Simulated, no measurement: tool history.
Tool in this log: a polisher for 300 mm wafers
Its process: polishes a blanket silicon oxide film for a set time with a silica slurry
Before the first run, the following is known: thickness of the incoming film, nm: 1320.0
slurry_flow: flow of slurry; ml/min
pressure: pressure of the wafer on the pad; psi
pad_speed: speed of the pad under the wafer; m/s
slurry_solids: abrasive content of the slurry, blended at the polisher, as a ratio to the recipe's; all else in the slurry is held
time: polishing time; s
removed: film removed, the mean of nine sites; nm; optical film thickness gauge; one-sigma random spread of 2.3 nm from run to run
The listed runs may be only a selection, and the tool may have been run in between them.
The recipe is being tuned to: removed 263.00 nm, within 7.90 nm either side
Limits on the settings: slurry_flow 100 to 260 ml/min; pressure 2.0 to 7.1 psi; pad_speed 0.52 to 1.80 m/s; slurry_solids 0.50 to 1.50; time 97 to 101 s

Run 1, hour 0.0: slurry_flow 165 ml/min, pressure 4.5 psi, pad_speed 1.16 m/s, slurry_solids 1.00, time 97 s. Result: removed 378.22 nm.
Run 2, hour 2.6: slurry_flow 165 ml/min, pressure 4.5 psi, pad_speed 1.26 m/s, slurry_solids 1.00, time 97 s. Result: removed 401.64 nm.
Run 3, hour 10.6: slurry_flow 165 ml/min, pressure 4.3 psi, pad_speed 1.26 m/s, slurry_solids 1.00, time 97 s. Result: removed 392.95 nm.
Run 4, hour 15.7: slurry_flow 165 ml/min, pressure 4.3 psi, pad_speed 1.26 m/s, slurry_solids 1.00, time 97 s. Result: removed 385.11 nm.
Run 5, hour 18.6: slurry_flow 165 ml/min, pressure 4.3 psi, pad_speed 1.26 m/s, slurry_solids 0.90, time 97 s. Result: removed 375.46 nm.
Run 6, hour 19.9: slurry_flow 190 ml/min, pressure 4.3 psi, pad_speed 1.26 m/s, slurry_solids 0.90, time 97 s. Result: removed 375.20 nm.
Run 7, hour 24.2: slurry_flow 190 ml/min, pressure 4.1 psi, pad_speed 1.26 m/s, slurry_solids 0.90, time 97 s. Result: removed 362.44 nm.
Run 8, hour 25.5: slurry_flow 190 ml/min, pressure 3.9 psi, pad_speed 1.26 m/s, slurry_solids 0.90, time 97 s. Result: removed 340.36 nm.
Run 9, hour 34.5: slurry_flow 190 ml/min, pressure 3.8 psi, pad_speed 1.26 m/s, slurry_solids 0.90, time 97 s. Result: removed 333.38 nm.
Run 10, hour 35.9: slurry_flow 190 ml/min, pressure 3.7 psi, pad_speed 1.26 m/s, slurry_solids 0.90, time 97 s. Result: removed 328.63 nm.
Run 11, hour 40.1: slurry_flow 190 ml/min, pressure 3.6 psi, pad_speed 1.26 m/s, slurry_solids 0.90, time 97 s. Result: removed 318.57 nm.
Run 12, hour 46.7: slurry_flow 190 ml/min, pressure 3.5 psi, pad_speed 1.26 m/s, slurry_solids 0.90, time 97 s. Result: removed 312.40 nm.
Run 13, hour 49.9: slurry_flow 190 ml/min, pressure 3.4 psi, pad_speed 1.26 m/s, slurry_solids 0.90, time 97 s. Result: removed 301.33 nm.
Run 14, hour 52.1: slurry_flow 190 ml/min, pressure 3.3 psi, pad_speed 1.26 m/s, slurry_solids 0.90, time 97 s. Result: removed 294.31 nm.

Below are 4 possible settings for the next run. Only one of them brings all results inside the allowed miss of their targets. Which is it?
Run A, hour 54.3: slurry_flow 160 ml/min, pressure 3.8 psi, pad_speed 1.32 m/s, slurry_solids 0.95, time 97 s. Result: removed ?.
Run B, hour 54.3: slurry_flow 160 ml/min, pressure 4.0 psi, pad_speed 1.36 m/s, slurry_solids 0.80, time 101 s. Result: removed ?.
Run C, hour 54.3: slurry_flow 230 ml/min, pressure 3.5 psi, pad_speed 1.18 m/s, slurry_solids 0.70, time 97 s. Result: removed ?.
Run D, hour 54.3: slurry_flow 150 ml/min, pressure 5.2 psi, pad_speed 1.16 m/s, slurry_solids 0.65, time 101 s. Result: removed ?.

move  removed
   A   351.66
   B   360.83
   C   265.82
   D   359.03
A: lands further from the targets than the last run did
B: lands further from the targets than the last run did
C: every result within its allowed miss
D: lands further from the targets than the last run did
Correct choice: C, which meets every target

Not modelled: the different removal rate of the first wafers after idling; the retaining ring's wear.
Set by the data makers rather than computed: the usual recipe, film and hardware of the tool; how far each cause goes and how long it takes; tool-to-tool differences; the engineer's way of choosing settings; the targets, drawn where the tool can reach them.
